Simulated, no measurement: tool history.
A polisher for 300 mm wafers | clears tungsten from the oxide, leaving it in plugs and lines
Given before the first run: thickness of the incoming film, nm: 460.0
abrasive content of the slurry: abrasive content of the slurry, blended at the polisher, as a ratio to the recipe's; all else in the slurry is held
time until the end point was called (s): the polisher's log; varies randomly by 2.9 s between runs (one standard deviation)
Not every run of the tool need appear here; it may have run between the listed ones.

run,hour,flow of slurry (ml/min),pressure of the wafer on the pad (psi),speed of the pad under the wafer (m/s),abrasive content of the slurry,overpolish time after the end point (s),time until the end point was called (s)
1,0,145,4.6,1.02,1,5,72.65
2,2.6,145,4.6,1.02,1,4,73.674
3,10,145,4.1,0.98,1,4,83.966
4,16.8,145,3.7,0.94,1,4,99.926
5,22.1,145,3.4,0.94,1,4,108.49
6,22.9,145,3.2,0.94,1,4,106.81
7,24.2,145,3,0.92,1,4,126.14
8,29.3,145,2.9,0.92,1,4,124.29
9,35.6,145,2.8,0.92,1,4,127.33

The next listed run, before its measurement:
10,40.7,145,2.7,0.92,1,4,?

Run 10 measured time until the end point was called (s) 130.81.

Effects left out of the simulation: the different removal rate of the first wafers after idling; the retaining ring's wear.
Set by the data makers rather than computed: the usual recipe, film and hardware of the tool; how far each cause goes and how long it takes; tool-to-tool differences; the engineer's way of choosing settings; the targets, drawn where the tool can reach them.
